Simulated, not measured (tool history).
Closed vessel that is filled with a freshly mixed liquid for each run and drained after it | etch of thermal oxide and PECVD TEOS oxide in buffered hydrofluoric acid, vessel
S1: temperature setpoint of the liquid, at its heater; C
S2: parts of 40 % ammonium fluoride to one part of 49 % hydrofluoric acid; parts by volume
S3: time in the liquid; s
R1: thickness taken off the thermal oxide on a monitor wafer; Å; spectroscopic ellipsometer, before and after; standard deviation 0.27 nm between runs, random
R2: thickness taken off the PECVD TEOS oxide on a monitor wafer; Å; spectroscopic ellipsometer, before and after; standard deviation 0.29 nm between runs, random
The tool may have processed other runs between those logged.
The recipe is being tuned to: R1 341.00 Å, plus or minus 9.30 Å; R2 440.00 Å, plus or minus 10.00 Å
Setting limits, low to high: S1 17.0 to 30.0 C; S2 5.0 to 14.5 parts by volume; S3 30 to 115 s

{"run": 1, "hour": 0.0, "S1": 22.0, "S2": 9.0, "S3": 60, "R1": 608.32, "R2": 785.43}
{"run": 2, "hour": 1.2, "S1": 22.0, "S2": 9.0, "S3": 40, "R1": 404.94, "R2": 520.81}
{"run": 3, "hour": 9.9, "S1": 22.0, "S2": 7.5, "S3": 40, "R1": 493.12, "R2": 642.43}
{"run": 4, "hour": 13.0, "S1": 22.0, "S2": 7.5, "S3": 65, "R1": 807.46, "R2": 1034.6}
{"run": 5, "hour": 21.9, "S1": 21.0, "S2": 8.5, "S3": 65, "R1": 659.16, "R2": 854.74}
{"run": 6, "hour": 27.1, "S1": 20.5, "S2": 9.0, "S3": 65, "R1": 604.3, "R2": 783.82}
{"run": 7, "hour": 27.6, "S1": 20.0, "S2": 9.5, "S3": 65, "R1": 568.06, "R2": 732.41}
{"run": 8, "hour": 29.3, "S1": 19.5, "S2": 10.0, "S3": 65, "R1": 535.39, "R2": 694.94}
{"run": 9, "hour": 34.3, "S1": 17.0, "S2": 13.0, "S3": 65, "R1": 364.86, "R2": 463.74}

Which of these 5 next moves meets every target?
{"run": "A", "hour": 39.3, "S1": 20.5, "S2": 11.5, "S3": 45, "R1": "?", "R2": "?"}
{"run": "B", "hour": 39.3, "S1": 18.0, "S2": 12.5, "S3": 65, "R1": "?", "R2": "?"}
{"run": "C", "hour": 39.3, "S1": 17.0, "S2": 13.5, "S3": 70, "R1": "?", "R2": "?"}
{"run": "D", "hour": 39.3, "S1": 17.0, "S2": 13.0, "S3": 70, "R1": "?", "R2": "?"}
{"run": "E", "hour": 39.3, "S1": 17.0, "S2": 14.0, "S3": 75, "R1": "?", "R2": "?"}

move=A R1=343.63 R2=442.49
move=B R1=397.40 R2=511.74
move=C R1=374.88 R2=482.73
move=D R1=389.02 R2=500.95
move=E R1=387.56 R2=499.06
A: hits every target within its allowed miss
B: further off than the last run
C: further off than the last run
D: further off than the last run
E: further off than the last run
Correct choice: A, which meets every target

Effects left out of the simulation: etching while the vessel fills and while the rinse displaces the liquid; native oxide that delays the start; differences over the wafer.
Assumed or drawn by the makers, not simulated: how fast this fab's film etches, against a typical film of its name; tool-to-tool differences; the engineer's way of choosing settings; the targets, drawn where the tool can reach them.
